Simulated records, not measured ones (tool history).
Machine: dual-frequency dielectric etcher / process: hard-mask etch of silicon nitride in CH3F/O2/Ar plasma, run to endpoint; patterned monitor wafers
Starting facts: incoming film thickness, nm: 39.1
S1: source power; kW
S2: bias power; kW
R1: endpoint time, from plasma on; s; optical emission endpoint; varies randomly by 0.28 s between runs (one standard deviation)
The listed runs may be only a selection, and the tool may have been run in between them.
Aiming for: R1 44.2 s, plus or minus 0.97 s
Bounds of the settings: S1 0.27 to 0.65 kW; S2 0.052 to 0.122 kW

{"run": 1, "day": 0.0, "S1": 0.46, "S2": 0.087, "R1": 50.68}
{"run": 2, "day": 0.3, "S1": 0.48, "S2": 0.088, "R1": 49.132}
{"run": 3, "day": 0.642, "S1": 0.49, "S2": 0.088, "R1": 49.026}
{"run": 4, "day": 0.933, "S1": 0.51, "S2": 0.089, "R1": 47.783}
{"run": 5, "day": 0.971, "S1": 0.52, "S2": 0.089, "R1": 47.699}
{"run": 6, "day": 1.008, "S1": 0.53, "S2": 0.09, "R1": 46.425}
{"run": 7, "day": 1.317, "S1": 0.54, "S2": 0.09, "R1": 46.112}
{"run": 8, "day": 1.504, "S1": 0.55, "S2": 0.09, "R1": 46.171}
{"run": 9, "day": 1.762, "S1": 0.56, "S2": 0.09, "R1": 45.576}
{"run": 10, "day": 2.138, "S1": 0.56, "S2": 0.09, "R1": 45.334}
{"run": 11, "day": 2.321, "S1": 0.57, "S2": 0.09, "R1": 45.689}

Exactly one of the 5 candidate moves below puts every result within its allowed miss. Which one?
{"run": "A", "day": 2.504, "S1": 0.61, "S2": 0.105, "R1": "?"}
{"run": "B", "day": 2.504, "S1": 0.63, "S2": 0.101, "R1": "?"}
{"run": "C", "day": 2.504, "S1": 0.63, "S2": 0.096, "R1": "?"}
{"run": "D", "day": 2.504, "S1": 0.58, "S2": 0.086, "R1": "?"}
{"run": "E", "day": 2.504, "S1": 0.6, "S2": 0.091, "R1": "?"}

move=A R1=41.756
move=B R1=41.796
move=C R1=42.593
move=D R1=45.954
move=E R1=44.357
A: the result that was furthest off in the last run now lies on the other side of its target
B: the result that was furthest off in the last run now lies on the other side of its target
C: the result that was furthest off in the last run now lies on the other side of its target
D: further off than the last run
E: every result lands within tolerance
Correct choice: E, which meets every target

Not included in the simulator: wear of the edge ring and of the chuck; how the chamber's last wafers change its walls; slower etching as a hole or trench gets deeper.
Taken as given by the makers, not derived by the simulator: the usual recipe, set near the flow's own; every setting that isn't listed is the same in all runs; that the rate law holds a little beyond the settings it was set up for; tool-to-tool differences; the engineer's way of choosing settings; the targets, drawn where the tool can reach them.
